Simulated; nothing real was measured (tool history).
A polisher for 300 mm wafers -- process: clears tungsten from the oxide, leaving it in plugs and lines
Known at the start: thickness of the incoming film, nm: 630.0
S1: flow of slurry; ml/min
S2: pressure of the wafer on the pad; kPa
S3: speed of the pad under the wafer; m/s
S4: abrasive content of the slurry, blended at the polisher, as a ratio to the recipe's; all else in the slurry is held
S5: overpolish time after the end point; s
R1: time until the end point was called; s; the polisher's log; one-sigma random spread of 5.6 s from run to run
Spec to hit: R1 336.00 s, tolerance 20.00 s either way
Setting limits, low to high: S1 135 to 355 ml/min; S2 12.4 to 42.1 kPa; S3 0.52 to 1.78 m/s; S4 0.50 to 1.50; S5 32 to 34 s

run,hour,S1,S2,S3,S4,S5,R1
1,0.0,225,26.9,1.14,1.00,32,134.23
2,1.6,225,26.9,1.14,1.00,34,135.88
3,6.2,225,23.4,1.04,1.00,34,168.89
4,10.7,180,23.4,1.04,1.00,34,176.34
5,19.1,175,20.7,0.98,1.00,34,206.70
6,26.1,175,20.7,1.20,1.00,34,174.34
7,27.7,170,18.6,1.10,1.00,34,207.35
8,31.0,165,17.2,1.04,1.00,34,243.08
9,38.0,165,15.9,1.02,1.00,34,267.02
10,38.7,165,15.2,1.00,1.00,34,278.51
11,47.6,165,14.5,0.98,1.00,34,303.91
12,49.0,165,13.8,0.98,1.00,34,306.86

Exactly one of the 5 candidate moves below puts every result within its allowed miss. Which one?
A,50.4,180,17.2,0.94,1.50,32,?
B,50.4,135,14.5,0.88,1.10,34,?
C,50.4,195,15.2,1.00,1.00,34,?
D,50.4,150,16.5,1.06,0.70,32,?
E,50.4,180,14.5,1.10,0.95,34,?

move,R1
A,241.61
B,336.89
C,273.95
D,262.39
E,266.22
A: further off than the last run
B: all results in spec
C: further off than the last run
D: further off than the last run
E: further off than the last run
The right move is B.
